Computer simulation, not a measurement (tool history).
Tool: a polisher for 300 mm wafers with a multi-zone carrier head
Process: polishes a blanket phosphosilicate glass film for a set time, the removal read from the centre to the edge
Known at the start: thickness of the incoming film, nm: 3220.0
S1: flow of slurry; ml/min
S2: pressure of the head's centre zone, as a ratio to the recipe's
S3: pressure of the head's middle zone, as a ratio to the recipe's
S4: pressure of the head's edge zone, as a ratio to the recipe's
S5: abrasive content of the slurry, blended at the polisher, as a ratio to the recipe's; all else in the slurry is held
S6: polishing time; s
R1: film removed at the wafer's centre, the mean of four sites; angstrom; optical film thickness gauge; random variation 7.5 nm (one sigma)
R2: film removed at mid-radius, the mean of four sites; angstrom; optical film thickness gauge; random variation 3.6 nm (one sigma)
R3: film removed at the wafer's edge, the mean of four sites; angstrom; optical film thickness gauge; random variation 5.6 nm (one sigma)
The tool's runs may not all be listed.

run	hour	S1	S2	S3	S4	S5	S6	R1	R2	R3
1	0	190	1	1	1	1	62	4080.6	4048.6	4271.5
2	7.2	190	1	1	1	1.2	62	4493	4438.5	4763.6
3	11.5	210	1	1	1	1.2	62	4460.5	4554.9	4650.2
4	12.1	210	1	1.05	1	1.2	62	4529.7	4776.4	4836
5	13.2	225	1.03	1.05	0.98	1.2	62	4690.5	4792.9	4735.2
6	20.4	225	1.03	1.05	0.98	1.2	69	5188.5	5357.1	5360.3
7	27	235	1.04	1.04	0.94	1.15	69	5284.5	5311.9	5184.1
8	33.4	240	1.04	1.04	0.91	1.1	69	5092.5	5119.9	4919.7

Forecast run 9:
# hour 40.6: slurry nozzle cleaned
9	40.6	240	1.04	1.04	0.89	1.1	69	?	?	?

Run 9 gave R1 5623.9 angstrom, R2 5556.6 angstrom, R3 5275.5 angstrom.
